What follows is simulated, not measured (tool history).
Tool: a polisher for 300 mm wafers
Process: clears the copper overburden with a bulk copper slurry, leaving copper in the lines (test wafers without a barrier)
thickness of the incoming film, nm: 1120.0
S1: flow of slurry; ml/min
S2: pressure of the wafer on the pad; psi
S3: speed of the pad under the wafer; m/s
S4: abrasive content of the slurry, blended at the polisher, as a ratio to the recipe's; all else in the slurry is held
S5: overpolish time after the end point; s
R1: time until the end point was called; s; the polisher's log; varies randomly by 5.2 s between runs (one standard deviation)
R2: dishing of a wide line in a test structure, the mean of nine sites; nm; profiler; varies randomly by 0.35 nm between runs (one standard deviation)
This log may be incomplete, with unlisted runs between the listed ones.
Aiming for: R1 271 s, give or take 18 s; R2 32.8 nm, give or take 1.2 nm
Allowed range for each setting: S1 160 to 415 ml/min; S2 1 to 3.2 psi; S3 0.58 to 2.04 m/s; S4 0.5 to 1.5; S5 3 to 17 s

run,hour,S1,S2,S3,S4,S5,R1,R2
1,0,265,2.1,1.3,1,9,166.83,45.278
2,7.4,265,2.1,1.3,0.9,9,168.13,43.922
3,15.6,265,1.9,1.3,0.9,9,188.41,40.329
4,23.9,265,1.9,1.3,0.9,11,182.16,46.833
5,32.6,265,1.7,1.3,0.9,11,202.5,43.43
6,34,265,1.9,1.3,0.9,11,181.41,46.639
7,37.9,265,1.8,1.3,0.9,11,198.5,44.712
8,38.8,265,1.8,1.3,0.9,11,199.17,44.825
9,40,265,1.7,1.3,0.9,11,207.12,42.93
10,47.8,265,1.6,1.3,0.9,11,215.56,40.525
11,56.6,265,1.5,1.3,0.9,11,240.73,38.211
12,59.6,265,1.4,1.3,0.85,11,240.21,36.385
13,66.3,265,1.4,1.3,0.85,11,248.76,36.375
14,72,265,1.3,1.3,0.85,11,269.77,34.594

5 next moves are on the table. One of them brings every result within its allowed miss. Which?
A,77.7,280,1.2,1.74,0.7,9,?,?
B,77.7,220,1.2,1.52,0.65,10,?,?
C,77.7,340,1.9,0.96,0.85,8,?,?
D,77.7,195,2.3,0.88,0.5,10,?,?
E,77.7,255,1.3,1.54,0.85,9,?,?

move,R1,R2
A,229.4,33.095
B,273.7,31.299
C,245.29,29.415
D,271.68,32.871
E,229.13,33.347
A: gets the furthest-off result to its target, but another result is out of tolerance
B: carries the result that was furthest off beyond its target, to the other side
C: carries the result that was furthest off beyond its target, to the other side
D: hits every target within its allowed miss
E: gets the furthest-off result to its target, but another result is out of tolerance
Move D is the one to make.

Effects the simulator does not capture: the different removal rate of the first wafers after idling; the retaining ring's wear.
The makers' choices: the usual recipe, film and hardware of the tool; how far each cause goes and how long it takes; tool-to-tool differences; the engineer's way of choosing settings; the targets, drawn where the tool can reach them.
